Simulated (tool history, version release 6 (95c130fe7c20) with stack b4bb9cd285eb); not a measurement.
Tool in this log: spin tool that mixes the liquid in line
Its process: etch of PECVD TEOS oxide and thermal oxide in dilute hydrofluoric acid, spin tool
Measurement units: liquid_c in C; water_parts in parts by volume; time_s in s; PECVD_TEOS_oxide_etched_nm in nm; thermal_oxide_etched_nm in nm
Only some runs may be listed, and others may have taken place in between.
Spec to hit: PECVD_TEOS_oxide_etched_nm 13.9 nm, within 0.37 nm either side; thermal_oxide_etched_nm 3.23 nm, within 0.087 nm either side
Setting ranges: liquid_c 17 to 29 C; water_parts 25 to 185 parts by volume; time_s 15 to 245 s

Run 1, hour 0: liquid_c 21 C, water_parts 105 parts by volume, time_s 125 s. Result: PECVD_TEOS_oxide_etched_nm 21.962 nm, thermal_oxide_etched_nm 5.0726 nm.
Run 2, hour 2.2: liquid_c 21 C, water_parts 105 parts by volume, time_s 95 s. Result: PECVD_TEOS_oxide_etched_nm 16.81 nm, thermal_oxide_etched_nm 3.9057 nm.
Run 3, hour 3.1: liquid_c 20 C, water_parts 105 parts by volume, time_s 95 s. Result: PECVD_TEOS_oxide_etched_nm 16.102 nm, thermal_oxide_etched_nm 3.7482 nm.
Run 4, hour 4.4: liquid_c 20 C, water_parts 80 parts by volume, time_s 95 s. Result: PECVD_TEOS_oxide_etched_nm 21.759 nm, thermal_oxide_etched_nm 5.0035 nm.
Run 5, hour 13: liquid_c 20 C, water_parts 105 parts by volume, time_s 95 s. Result: PECVD_TEOS_oxide_etched_nm 16.025 nm, thermal_oxide_etched_nm 3.7639 nm.
Run 6, hour 18.2: liquid_c 19.5 C, water_parts 105 parts by volume, time_s 95 s. Result: PECVD_TEOS_oxide_etched_nm 15.559 nm, thermal_oxide_etched_nm 3.685 nm.
Run 7, hour 22.2: liquid_c 19 C, water_parts 110 parts by volume, time_s 95 s. Result: PECVD_TEOS_oxide_etched_nm 14.721 nm, thermal_oxide_etched_nm 3.4026 nm.
Run 8, hour 22.9: liquid_c 18.5 C, water_parts 110 parts by volume, time_s 95 s. Result: PECVD_TEOS_oxide_etched_nm 14.247 nm, thermal_oxide_etched_nm 3.3134 nm.

Consider the 4 candidate settings below. Which is the only one whose results all fall within their allowed miss of target?
Run A, hour 23.6: liquid_c 19.5 C, water_parts 100 parts by volume, time_s 85 s. Result: PECVD_TEOS_oxide_etched_nm ?, thermal_oxide_etched_nm ?.
Run B, hour 23.6: liquid_c 21.5 C, water_parts 120 parts by volume, time_s 95 s. Result: PECVD_TEOS_oxide_etched_nm ?, thermal_oxide_etched_nm ?.
Run C, hour 23.6: liquid_c 26 C, water_parts 105 parts by volume, time_s 70 s. Result: PECVD_TEOS_oxide_etched_nm ?, thermal_oxide_etched_nm ?.
Run D, hour 23.6: liquid_c 20 C, water_parts 115 parts by volume, time_s 90 s. Result: PECVD_TEOS_oxide_etched_nm ?, thermal_oxide_etched_nm ?.

move  PECVD_TEOS_oxide_etched_nm  thermal_oxide_etched_nm
   A                      14.988                   3.4591
   B                      14.808                   3.4175
   C                      15.156                   3.4978
   D                      13.856                   3.1977
A: the biggest miss grows against the last run
B: the biggest miss grows against the last run
C: the biggest miss grows against the last run
D: meets every target
D meets every target.

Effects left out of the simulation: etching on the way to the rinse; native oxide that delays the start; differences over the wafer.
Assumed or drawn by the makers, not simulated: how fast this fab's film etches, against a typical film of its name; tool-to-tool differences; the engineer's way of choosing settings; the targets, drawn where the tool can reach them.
